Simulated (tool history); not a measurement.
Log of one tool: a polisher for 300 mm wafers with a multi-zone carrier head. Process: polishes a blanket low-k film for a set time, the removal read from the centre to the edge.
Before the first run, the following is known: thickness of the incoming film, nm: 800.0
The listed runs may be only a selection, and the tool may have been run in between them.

run	hour	flow of slurry (ml/min)	pressure of the head's centre zone	pressure of the head's middle zone	pressure of the head's edge zone	abrasive content of the slurry	polishing time (s)	film removed at the wafer's centre (Å)	film removed at mid-radius (Å)	film removed at the wafer's edge (Å)
1	0	160	1	1	1	1	35	136.95	133.26	130.42
2	1.6	160	1	1	1	1	39	151.61	149.5	144.18
3	3	165	0.99	1.01	1.02	1.05	39	156.76	154.72	150.63
4	6.3	170	0.97	1.02	1.04	1.1	39	154.23	163.57	154.49
5	7.8	170	0.97	1.02	1.04	1.1	45	176.21	188.17	181.21
6	16.4	175	0.96	1.02	1.06	1.1	45	177.36	189.27	184.82

Run 7 has not been measured yet. What should we expect?
7	23.2	180	0.95	1.02	1.07	1.1	45	?	?	?

Run 7 measured film removed at the wafer's centre (Å) 180.03, film removed at mid-radius (Å) 190.72, film removed at the wafer's edge (Å) 182.29.
